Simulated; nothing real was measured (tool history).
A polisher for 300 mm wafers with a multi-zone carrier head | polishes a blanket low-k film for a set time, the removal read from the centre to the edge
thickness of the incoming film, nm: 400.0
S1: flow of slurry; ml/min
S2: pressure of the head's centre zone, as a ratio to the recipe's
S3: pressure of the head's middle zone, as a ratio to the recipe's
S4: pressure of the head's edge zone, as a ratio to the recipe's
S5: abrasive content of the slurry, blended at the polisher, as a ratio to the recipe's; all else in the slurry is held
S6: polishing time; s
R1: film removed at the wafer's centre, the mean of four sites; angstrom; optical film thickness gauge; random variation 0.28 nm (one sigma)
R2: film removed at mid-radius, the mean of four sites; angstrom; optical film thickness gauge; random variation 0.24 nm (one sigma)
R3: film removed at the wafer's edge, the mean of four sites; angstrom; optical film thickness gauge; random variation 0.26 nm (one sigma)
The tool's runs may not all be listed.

run 1 hour=0.0 | S1=140 S2=1.00 S3=1.00 S4=1.00 S5=1.00 S6=66 | R1=293.64 R2=297.97 R3=280.09
run 2 hour=6.1 | S1=135 S2=0.98 S3=0.99 S4=0.98 S5=0.90 S6=66 | R1=266.18 R2=282.80 R3=260.19
run 3 hour=11.3 | S1=130 S2=0.97 S3=0.96 S4=0.96 S5=0.85 S6=66 | R1=255.46 R2=265.14 R3=251.99
run 4 hour=14.1 | S1=125 S2=0.96 S3=0.95 S4=0.94 S5=0.80 S6=66 | R1=249.68 R2=247.60 R3=238.80
run 5 hour=16.8 | S1=125 S2=0.96 S3=0.95 S4=0.99 S5=0.80 S6=66 | R1=250.16 R2=254.43 R3=241.97
run 6 hour=17.7 | S1=125 S2=0.96 S3=0.95 S4=0.96 S5=0.80 S6=66 | R1=242.01 R2=247.14 R3=242.37
run 7 hour=22.6 | S1=120 S2=0.96 S3=0.96 S4=0.95 S5=0.75 S6=66 | R1=229.45 R2=243.23 R3=230.88

Run 8 comes next. What will it give?
run 8 hour=28.0 | S1=115 S2=0.97 S3=0.96 S4=0.94 S5=0.75 S6=66 | R1=? R2=? R3=?

{"run 8": {"R1": 233.63, "R2": 241.77, "R3": 231.36}}
